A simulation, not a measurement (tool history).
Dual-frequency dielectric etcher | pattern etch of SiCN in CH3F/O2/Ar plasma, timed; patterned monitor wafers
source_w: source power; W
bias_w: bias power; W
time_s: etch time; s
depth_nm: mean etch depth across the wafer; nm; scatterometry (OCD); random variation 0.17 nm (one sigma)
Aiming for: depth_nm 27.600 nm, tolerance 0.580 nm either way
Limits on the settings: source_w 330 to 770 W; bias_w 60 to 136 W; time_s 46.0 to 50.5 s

run	hour	source_w	bias_w	time_s	depth_nm
1	0.0	550	98	50.5	23.159
2	8.6	460	98	50.5	21.342
3	14.5	430	98	50.5	20.860
4	22.3	480	100	50.5	21.974
5	27.0	520	101	50.5	22.756
6	28.5	600	101	50.5	24.284
7	33.8	620	102	50.5	24.794
8	37.3	640	103	50.5	24.954
9	44.0	660	104	50.5	25.581
10	46.3	670	105	50.5	25.846
11	50.3	680	105	50.5	25.914
12	56.1	690	106	50.5	26.389

Which one of the following 5 next-run settings gets every result inside its allowed miss? There is exactly one.
A	61.9	710	111	49.0	?
B	61.9	660	120	49.5	?
C	61.9	730	98	49.5	?
D	61.9	770	119	49.0	?
E	61.9	760	101	49.0	?

move	depth_nm
A	26.285
B	26.588
C	25.598
D	27.889
E	26.049
A: further off than the last run
B: nearer than the last run, and not there yet
C: further off than the last run
D: hits every target within its allowed miss
E: further off than the last run
The move that meets every target is D.
